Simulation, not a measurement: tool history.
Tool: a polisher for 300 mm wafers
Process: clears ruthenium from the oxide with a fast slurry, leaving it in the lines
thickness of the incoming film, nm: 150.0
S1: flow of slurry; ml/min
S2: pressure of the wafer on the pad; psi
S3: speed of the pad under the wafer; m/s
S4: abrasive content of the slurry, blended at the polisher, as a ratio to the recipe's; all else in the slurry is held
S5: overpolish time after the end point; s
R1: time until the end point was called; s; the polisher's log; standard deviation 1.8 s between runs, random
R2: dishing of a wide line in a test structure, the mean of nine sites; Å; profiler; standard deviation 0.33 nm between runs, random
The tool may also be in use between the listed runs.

run  hour   S1   S2    S3    S4  S5      R1      R2
  1   0.0  315  1.9  0.86  1.00  19  62.207  343.51
  2   4.0  315  1.7  0.86  1.00  19  67.661  315.78
  3   6.9  315  1.5  0.84  1.00  20  79.312  298.02
  4  11.3  315  1.5  0.84  1.15  20  73.406  306.23
  5  18.8  315  1.4  0.84  1.15  20  76.923  292.24
  6  23.3  315  1.3  0.84  1.15  20  84.096  276.32

The next listed run, before its measurement:
  7  25.6  315  0.9  0.84  1.15  21   ?   ?

Run 7 produced R1 119.920 s, R2 219.89 Å.
